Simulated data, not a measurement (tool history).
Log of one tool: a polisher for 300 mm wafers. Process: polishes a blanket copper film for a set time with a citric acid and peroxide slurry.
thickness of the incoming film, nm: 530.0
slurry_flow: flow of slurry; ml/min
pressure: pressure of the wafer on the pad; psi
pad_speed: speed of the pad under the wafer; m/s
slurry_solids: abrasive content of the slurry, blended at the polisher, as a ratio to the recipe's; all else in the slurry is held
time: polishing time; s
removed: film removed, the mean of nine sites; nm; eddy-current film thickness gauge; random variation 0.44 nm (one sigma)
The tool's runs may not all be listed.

Run 1, hour 0: slurry_flow 220 ml/min, pressure 2.8 psi, pad_speed 0.92 m/s, slurry_solids 1, time 49 s. Result: removed 81.656 nm.
Run 2, hour 3.2: slurry_flow 220 ml/min, pressure 2.8 psi, pad_speed 0.92 m/s, slurry_solids 0.9, time 49 s. Result: removed 79.716 nm.
Run 3, hour 10.8: slurry_flow 220 ml/min, pressure 2.8 psi, pad_speed 0.92 m/s, slurry_solids 1, time 49 s. Result: removed 83.184 nm.
Run 4, hour 18.4: slurry_flow 220 ml/min, pressure 2.6 psi, pad_speed 0.9 m/s, slurry_solids 1, time 49 s. Result: removed 76.418 nm.
Run 5, hour 23.2: slurry_flow 185 ml/min, pressure 2.6 psi, pad_speed 0.9 m/s, slurry_solids 1, time 49 s. Result: removed 75.107 nm.
Run 6, hour 27.1: slurry_flow 205 ml/min, pressure 2.6 psi, pad_speed 0.9 m/s, slurry_solids 1, time 49 s. Result: removed 76.944 nm.
Run 7, hour 31.7: slurry_flow 205 ml/min, pressure 2.4 psi, pad_speed 0.84 m/s, slurry_solids 1, time 49 s. Result: removed 66.413 nm.
Run 8, hour 36.7: slurry_flow 205 ml/min, pressure 2.2 psi, pad_speed 0.82 m/s, slurry_solids 1, time 49 s. Result: removed 59.438 nm.
Run 9, hour 37.7: slurry_flow 205 ml/min, pressure 2.1 psi, pad_speed 0.82 m/s, slurry_solids 1, time 49 s. Result: removed 57.815 nm.

Run 10 comes next. What will it give?
Run 10, hour 39.1: slurry_flow 205 ml/min, pressure 2 psi, pad_speed 0.8 m/s, slurry_solids 1, time 49 s. Result: removed ?.

{"run 10": {"removed": 54.618}}
